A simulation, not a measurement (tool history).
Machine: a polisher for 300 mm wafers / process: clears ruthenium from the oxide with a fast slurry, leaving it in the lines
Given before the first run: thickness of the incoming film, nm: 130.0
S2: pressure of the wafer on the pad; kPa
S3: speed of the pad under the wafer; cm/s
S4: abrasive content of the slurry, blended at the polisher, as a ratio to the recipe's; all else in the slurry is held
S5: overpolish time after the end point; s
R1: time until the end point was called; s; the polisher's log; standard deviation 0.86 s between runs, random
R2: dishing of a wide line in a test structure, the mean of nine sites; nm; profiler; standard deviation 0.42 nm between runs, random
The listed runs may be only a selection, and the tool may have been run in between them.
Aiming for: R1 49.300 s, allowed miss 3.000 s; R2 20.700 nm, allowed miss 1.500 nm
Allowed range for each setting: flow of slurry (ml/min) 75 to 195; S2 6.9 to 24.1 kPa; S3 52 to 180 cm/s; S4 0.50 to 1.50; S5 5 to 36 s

{"run": 1, "hour": 0.0, "flow of slurry (ml/min)": 125, "S2": 15.2, "S3": 116, "S4": 1.0, "S5": 18, "R1": 36.41, "R2": 50.995}
{"run": 2, "hour": 6.8, "flow of slurry (ml/min)": 125, "S2": 14.5, "S3": 116, "S4": 1.0, "S5": 16, "R1": 37.535, "R2": 46.296}
{"run": 3, "hour": 15.2, "flow of slurry (ml/min)": 125, "S2": 17.2, "S3": 116, "S4": 1.0, "S5": 16, "R1": 32.963, "R2": 51.366}
{"run": 4, "hour": 19.8, "flow of slurry (ml/min)": 125, "S2": 17.2, "S3": 116, "S4": 0.9, "S5": 16, "R1": 35.376, "R2": 48.587}
{"run": 5, "hour": 21.4, "flow of slurry (ml/min)": 150, "S2": 17.2, "S3": 116, "S4": 0.9, "S5": 16, "R1": 32.963, "R2": 49.285}
{"run": 6, "hour": 22.5, "flow of slurry (ml/min)": 135, "S2": 17.2, "S3": 116, "S4": 0.9, "S5": 16, "R1": 33.51, "R2": 48.142}
{"run": 7, "hour": 25.2, "flow of slurry (ml/min)": 140, "S2": 13.1, "S3": 112, "S4": 0.9, "S5": 7, "R1": 43.475, "R2": 18.243}
{"run": 8, "hour": 32.0, "flow of slurry (ml/min)": 135, "S2": 13.1, "S3": 112, "S4": 0.9, "S5": 7, "R1": 43.79, "R2": 18.849}
{"run": 9, "hour": 38.1, "flow of slurry (ml/min)": 130, "S2": 13.1, "S3": 112, "S4": 0.9, "S5": 7, "R1": 44.178, "R2": 18.074}
{"run": 10, "hour": 42.2, "flow of slurry (ml/min)": 130, "S2": 13.1, "S3": 112, "S4": 0.9, "S5": 7, "R1": 43.918, "R2": 18.915}

Which of these 5 next moves meets every target?
{"run": "A", "hour": 46.3, "flow of slurry (ml/min)": 150, "S2": 13.8, "S3": 126, "S4": 0.8, "S5": 7, "R1": "?", "R2": "?"}
{"run": "B", "hour": 46.3, "flow of slurry (ml/min)": 100, "S2": 15.9, "S3": 122, "S4": 0.8, "S5": 8, "R1": "?", "R2": "?"}
{"run": "C", "hour": 46.3, "flow of slurry (ml/min)": 130, "S2": 10.3, "S3": 150, "S4": 0.95, "S5": 7, "R1": "?", "R2": "?"}
{"run": "D", "hour": 46.3, "flow of slurry (ml/min)": 110, "S2": 10.3, "S3": 112, "S4": 1.25, "S5": 9, "R1": "?", "R2": "?"}
{"run": "E", "hour": 46.3, "flow of slurry (ml/min)": 145, "S2": 14.5, "S3": 116, "S4": 1.0, "S5": 7, "R1": "?", "R2": "?"}

move=A R1=39.508 R2=20.081
move=B R1=39.025 R2=23.007
move=C R1=40.619 R2=19.565
move=D R1=50.146 R2=20.325
move=E R1=37.957 R2=20.848
A: misses by more than the last run did
B: misses by more than the last run did
C: misses by more than the last run did
D: in spec on every target
E: misses by more than the last run did
D is the move that brings every result within its allowed miss.

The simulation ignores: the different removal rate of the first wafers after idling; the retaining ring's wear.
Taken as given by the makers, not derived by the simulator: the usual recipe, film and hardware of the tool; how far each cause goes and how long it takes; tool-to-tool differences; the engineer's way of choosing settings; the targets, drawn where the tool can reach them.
